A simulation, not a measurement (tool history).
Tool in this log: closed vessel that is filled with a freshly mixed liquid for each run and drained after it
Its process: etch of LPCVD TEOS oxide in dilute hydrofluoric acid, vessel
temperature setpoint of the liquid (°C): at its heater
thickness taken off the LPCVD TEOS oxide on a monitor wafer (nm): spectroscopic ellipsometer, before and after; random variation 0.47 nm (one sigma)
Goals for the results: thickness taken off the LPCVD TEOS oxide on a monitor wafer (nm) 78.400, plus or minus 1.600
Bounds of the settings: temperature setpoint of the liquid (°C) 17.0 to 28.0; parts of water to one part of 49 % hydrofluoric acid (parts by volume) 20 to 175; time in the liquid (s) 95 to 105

run,hour,temperature setpoint of the liquid (°C),parts of water to one part of 49 % hydrofluoric acid (parts by volume),time in the liquid (s),thickness taken off the LPCVD TEOS oxide on a monitor wafer (nm)
1,0.0,20.0,95,95,24.353
2,8.8,20.0,65,95,36.228
3,12.0,20.0,65,95,36.400
4,16.0,22.0,55,95,47.259
5,17.5,22.0,25,95,108.510
6,19.2,21.0,25,95,104.320
7,28.0,20.0,25,95,99.368
8,33.9,20.0,25,95,99.894
9,37.2,19.5,25,95,97.601
10,45.2,19.0,25,95,96.309
11,50.5,18.5,25,95,93.446
12,58.5,18.5,25,95,93.882
13,62.5,18.0,25,95,91.309
14,70.3,17.5,30,95,74.341
15,76.2,17.5,30,95,73.792
16,82.2,18.0,30,95,76.049

5 next moves are on the table. One of them brings every result within its allowed miss. Which?
A,88.2,19.0,30,100,?
B,88.2,19.0,35,105,?
C,88.2,18.0,30,105,?
D,88.2,20.0,30,95,?
E,88.2,17.5,30,100,?

move,thickness taken off the LPCVD TEOS oxide on a monitor wafer (nm)
A,84.018
B,75.173
C,84.457
D,83.346
E,78.692
A: takes the result that was furthest off past its target
B: the biggest miss grows against the last run
C: takes the result that was furthest off past its target
D: takes the result that was furthest off past its target
E: in spec on every target
The right move is E.
